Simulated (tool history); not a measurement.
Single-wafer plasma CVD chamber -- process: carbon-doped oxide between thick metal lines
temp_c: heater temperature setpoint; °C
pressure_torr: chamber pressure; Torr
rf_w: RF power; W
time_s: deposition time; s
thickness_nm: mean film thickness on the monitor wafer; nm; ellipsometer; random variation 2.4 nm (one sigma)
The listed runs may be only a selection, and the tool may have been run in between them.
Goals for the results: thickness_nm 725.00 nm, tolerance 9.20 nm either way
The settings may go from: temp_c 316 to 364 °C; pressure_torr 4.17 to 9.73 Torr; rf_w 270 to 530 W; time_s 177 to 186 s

run  hour  temp_c  pressure_torr  rf_w  time_s  thickness_nm
  1   0.0     340           6.95   400     186        820.27
  2   4.9     334           6.95   400     186        829.44
  3  13.2     339           6.37   385     186        788.70
  4  21.6     339           6.37   435     186        875.17
  5  25.5     339           6.37   435     186        866.65
  6  29.1     339           7.10   435     186        882.12
  7  37.4     344           6.32   415     186        833.30
  8  38.4     345           5.84   395     186        783.90
  9  47.2     345           5.84   395     186        785.19
 10  49.7     345           5.84   395     186        787.53
 11  55.9     348           5.32   390     186        755.86

Next run, 4 choices. One meets every target within its allowed miss, the rest don't. Which?
  A  62.1     350           4.98   385     177             ?
  B  62.1     341           4.67   400     177             ?
  C  62.1     348           5.76   365     177             ?
  D  62.1     343           5.94   385     179             ?

move  thickness_nm
   A        698.45
   B        725.67
   C        691.99
   D        743.13
A: pushes the last run's worst result past its target
B: in spec on every target
C: pushes the last run's worst result past its target
D: closes in on the targets versus the last run, not all within tolerance yet
Go with B: it meets all targets.

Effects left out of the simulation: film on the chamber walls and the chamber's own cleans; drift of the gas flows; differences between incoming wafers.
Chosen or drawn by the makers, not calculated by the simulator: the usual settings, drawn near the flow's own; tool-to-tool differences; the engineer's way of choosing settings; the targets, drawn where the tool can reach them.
